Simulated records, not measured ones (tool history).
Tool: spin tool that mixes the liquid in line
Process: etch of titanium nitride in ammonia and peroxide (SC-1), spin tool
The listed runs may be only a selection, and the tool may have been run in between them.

run,day,temperature setpoint of the liquid (C),parts of water to one part of 30 % peroxide (parts by volume),parts of 29 % ammonia solution to one part of 30 % peroxide (parts by volume),time under the liquid (s),thickness taken off the titanium nitride on a monitor wafer (Å)
1,0,55,6.5,0.5,165,242.71
2,0.125,55,5,0.5,165,274.38
3,0.45,53.5,5,0.5,165,249.25
4,0.483,53.5,5,0.5,165,247.12
5,0.567,53.5,5,0.5,165,246.67
6,0.683,49,5,0.5,165,180.67
7,0.842,48,5,0.5,165,169.18
8,0.921,47,5,0.5,165,158.16

Forecast run 9:
9,1.012,46,5,0.5,165,?

{"run 9": {"thickness taken off the titanium nitride on a monitor wafer (Å)": 146.91}}

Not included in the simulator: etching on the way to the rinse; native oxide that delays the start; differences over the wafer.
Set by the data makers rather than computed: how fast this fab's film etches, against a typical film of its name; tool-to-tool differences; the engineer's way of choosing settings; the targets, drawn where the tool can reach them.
